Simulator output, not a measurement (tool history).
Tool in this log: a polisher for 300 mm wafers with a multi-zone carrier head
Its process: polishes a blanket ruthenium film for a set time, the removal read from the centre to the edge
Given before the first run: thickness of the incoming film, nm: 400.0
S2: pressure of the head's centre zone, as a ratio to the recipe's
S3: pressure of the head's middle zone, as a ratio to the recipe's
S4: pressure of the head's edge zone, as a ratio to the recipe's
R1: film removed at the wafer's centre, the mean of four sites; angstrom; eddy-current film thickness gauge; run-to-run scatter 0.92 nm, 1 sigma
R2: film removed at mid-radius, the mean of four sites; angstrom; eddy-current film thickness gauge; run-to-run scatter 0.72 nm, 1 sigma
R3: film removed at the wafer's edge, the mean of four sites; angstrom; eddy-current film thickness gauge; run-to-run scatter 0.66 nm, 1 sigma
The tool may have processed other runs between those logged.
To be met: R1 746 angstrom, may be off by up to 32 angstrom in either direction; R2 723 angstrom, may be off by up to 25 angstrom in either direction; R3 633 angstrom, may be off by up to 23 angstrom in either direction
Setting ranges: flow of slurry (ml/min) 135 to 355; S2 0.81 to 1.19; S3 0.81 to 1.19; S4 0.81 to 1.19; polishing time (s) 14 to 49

run 1 hour=0 | flow_of_slurry_(ml/min)=225 S2=1 S3=1 S4=1 polishing_time_(s)=31 | R1=505.02 R2=510.9 R3=503.79
run 2 hour=3 | flow_of_slurry_(ml/min)=235 S2=1.03 S3=1.02 S4=1.01 polishing_time_(s)=32 | R1=544.09 R2=534.49 R3=518.79
run 3 hour=9 | flow_of_slurry_(ml/min)=235 S2=1.03 S3=1.02 S4=1.01 polishing_time_(s)=29 | R1=500.79 R2=490.64 R3=463.31
run 4 hour=15.9 | flow_of_slurry_(ml/min)=235 S2=0.99 S3=1.02 S4=1.01 polishing_time_(s)=29 | R1=476.03 R2=489 R3=475.79
run 5 hour=23.9 | flow_of_slurry_(ml/min)=260 S2=0.99 S3=1.02 S4=1.01 polishing_time_(s)=29 | R1=469 R2=503.43 R3=483.29
run 6 hour=32.2 | flow_of_slurry_(ml/min)=260 S2=0.99 S3=1.02 S4=1.01 polishing_time_(s)=33 | R1=539.73 R2=570.64 R3=546.64
run 7 hour=35.6 | flow_of_slurry_(ml/min)=265 S2=1.01 S3=1.03 S4=1.02 polishing_time_(s)=34 | R1=560.54 R2=582.99 R3=556.49
run 8 hour=38 | flow_of_slurry_(ml/min)=265 S2=1.02 S3=1.04 S4=1.02 polishing_time_(s)=35 | R1=602 R2=608.03 R3=581.88
run 9 hour=46.2 | flow_of_slurry_(ml/min)=270 S2=1.03 S3=1.06 S4=1.02 polishing_time_(s)=35 | R1=607.96 R2=613.74 R3=585.07
run 10 hour=48.2 | flow_of_slurry_(ml/min)=275 S2=1.04 S3=1.08 S4=1.01 polishing_time_(s)=35 | R1=612.54 R2=616.68 R3=572.36

Of the 4 settings listed for the next run, only one would bring every result within its allowed miss of target. Which one?
run A hour=50.2 | flow_of_slurry_(ml/min)=355 S2=0.97 S3=1 S4=1.01 polishing_time_(s)=42 | R1=? R2=? R3=?
run B hour=50.2 | flow_of_slurry_(ml/min)=320 S2=1.13 S3=1.08 S4=1.08 polishing_time_(s)=40 | R1=? R2=? R3=?
run C hour=50.2 | flow_of_slurry_(ml/min)=315 S2=1.18 S3=1.13 S4=1 polishing_time_(s)=38 | R1=? R2=? R3=?
run D hour=50.2 | flow_of_slurry_(ml/min)=325 S2=1.03 S3=1.07 S4=1.09 polishing_time_(s)=28 | R1=? R2=? R3=?

move=A R1=698.36 R2=721.19 R3=699.82
move=B R1=754.84 R2=726.89 R3=683.18
move=C R1=744.58 R2=716.88 R3=624.79
move=D R1=487.39 R2=505.63 R3=480.87
A: gets the furthest-off result to its target, but another result is out of tolerance
B: gets the furthest-off result to its target, but another result is out of tolerance
C: all results in spec
D: lands further from the targets than the last run did
Correct choice: C, which meets every target
